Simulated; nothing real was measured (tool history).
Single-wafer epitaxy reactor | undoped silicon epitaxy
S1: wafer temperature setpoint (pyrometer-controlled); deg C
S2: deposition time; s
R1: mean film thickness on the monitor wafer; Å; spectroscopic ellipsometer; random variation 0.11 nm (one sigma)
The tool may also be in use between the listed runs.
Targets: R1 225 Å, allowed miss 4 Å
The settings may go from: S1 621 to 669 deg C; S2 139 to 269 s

| run | hour | S1 | S2 | R1 |
|---|---|---|---|---|
| 1 | 0 | 645 | 204 | 302.34 |
| 2 | 4.6 | 643 | 204 | 288.97 |
| 3 | 12.8 | 641 | 204 | 276.85 |
| 4 | 17.7 | 641 | 181 | 246.21 |
| 5 | 21.5 | 640 | 181 | 240.47 |
| 6 | 30.2 | 640 | 200 | 266.06 |
| 7 | 35.5 | 639 | 200 | 261.16 |
| 8 | 37.4 | 638 | 200 | 253.79 |
| 9 | 40.8 | 637 | 200 | 248.68 |
| 10 | 41.8 | 636 | 200 | 243.52 |
| 11 | 49.2 | 635 | 200 | 236.81 |
| 12 | 57 | 634 | 200 | 234.13 |

Which of these 5 next moves meets every target?
| A | 64.8 | 630 | 205 | ? |
| B | 64.8 | 629 | 208 | ? |
| C | 64.8 | 635 | 188 | ? |
| D | 64.8 | 635 | 180 | ? |
| E | 64.8 | 633 | 189 | ? |

| move | R1 |
|---|---|
| A | 217.32 |
| B | 215.51 |
| C | 223.28 |
| D | 213.78 |
| E | 214.53 |
A: takes the result that was furthest off past its target
B: takes the result that was furthest off past its target
C: meets every target
D: takes the result that was furthest off past its target
E: takes the result that was furthest off past its target
Answer: C
